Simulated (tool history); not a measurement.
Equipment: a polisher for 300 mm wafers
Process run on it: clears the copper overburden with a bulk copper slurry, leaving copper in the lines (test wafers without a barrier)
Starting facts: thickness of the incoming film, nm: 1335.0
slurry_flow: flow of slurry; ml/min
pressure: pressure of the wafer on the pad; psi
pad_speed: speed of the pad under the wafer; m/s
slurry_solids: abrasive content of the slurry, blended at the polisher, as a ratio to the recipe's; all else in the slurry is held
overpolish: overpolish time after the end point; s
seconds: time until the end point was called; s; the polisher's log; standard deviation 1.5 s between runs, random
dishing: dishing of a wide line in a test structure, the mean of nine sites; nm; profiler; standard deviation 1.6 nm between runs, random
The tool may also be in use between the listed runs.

run    day  slurry_flow  pressure  pad_speed  slurry_solids  overpolish  seconds  dishing
  1  0.000          220       2.5       1.10           1.00          28   159.20   111.17
  2  0.308          220       2.5       1.10           1.00          37   161.48   123.72
  3  0.500          220       2.5       0.96           1.00          37   182.14   119.93
  4  0.838          255       2.5       0.96           1.00          37   181.75   116.39
  5  0.908          255       2.5       0.96           0.85          37   188.57   118.71
  6  0.942          260       2.8       0.98           0.90          33   160.89   119.64

Expected results for the next run?
  7  1.138          265       3.1       1.00           0.95          31        ?        ?

{"run 7": {"seconds": 142.67, "dishing": 126.5}}
